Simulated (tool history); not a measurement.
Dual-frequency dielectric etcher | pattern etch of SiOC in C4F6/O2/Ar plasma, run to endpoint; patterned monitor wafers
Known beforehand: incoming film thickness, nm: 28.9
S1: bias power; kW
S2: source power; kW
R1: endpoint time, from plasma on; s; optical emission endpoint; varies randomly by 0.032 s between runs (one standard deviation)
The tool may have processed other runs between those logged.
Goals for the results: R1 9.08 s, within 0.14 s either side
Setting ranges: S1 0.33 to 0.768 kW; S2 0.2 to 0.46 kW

Run 1, hour 0: S1 0.549 kW, S2 0.33 kW. Result: R1 10.667 s.
Run 2, hour 1.5: S1 0.615 kW, S2 0.34 kW. Result: R1 10.175 s.
Run 3, hour 5.1: S1 0.615 kW, S2 0.36 kW. Result: R1 9.855 s.
Run 4, hour 13.7: S1 0.615 kW, S2 0.31 kW. Result: R1 10.702 s.
Run 5, hour 18.2: S1 0.659 kW, S2 0.33 kW. Result: R1 10.129 s.
Run 6, hour 19.8: S1 0.69 kW, S2 0.34 kW. Result: R1 9.8682 s.
Run 7, hour 20.3: S1 0.712 kW, S2 0.35 kW. Result: R1 9.5685 s.
Run 8, hour 29.3: S1 0.728 kW, S2 0.36 kW. Result: R1 9.3785 s.
Run 9, hour 31.3: S1 0.728 kW, S2 0.36 kW. Result: R1 9.399 s.
Run 10, hour 34.5: S1 0.739 kW, S2 0.36 kW. Result: R1 9.3441 s.
Run 11, hour 42: S1 0.747 kW, S2 0.36 kW. Result: R1 9.3001 s.
Run 12, hour 44.4: S1 0.753 kW, S2 0.36 kW. Result: R1 9.3062 s.

Exactly one of the 4 candidate moves below puts every result within its allowed miss. Which one?
Run A, hour 46.8: S1 0.768 kW, S2 0.4 kW. Result: R1 ?.
Run B, hour 46.8: S1 0.697 kW, S2 0.41 kW. Result: R1 ?.
Run C, hour 46.8: S1 0.768 kW, S2 0.39 kW. Result: R1 ?.
Run D, hour 46.8: S1 0.763 kW, S2 0.37 kW. Result: R1 ?.

move      R1
   A  8.7522
   B  8.8785
   C  8.8705
   D  9.1431
A: carries the result that was furthest off beyond its target, to the other side
B: carries the result that was furthest off beyond its target, to the other side
C: carries the result that was furthest off beyond its target, to the other side
D: each result inside its tolerance
The move that meets every target is D.
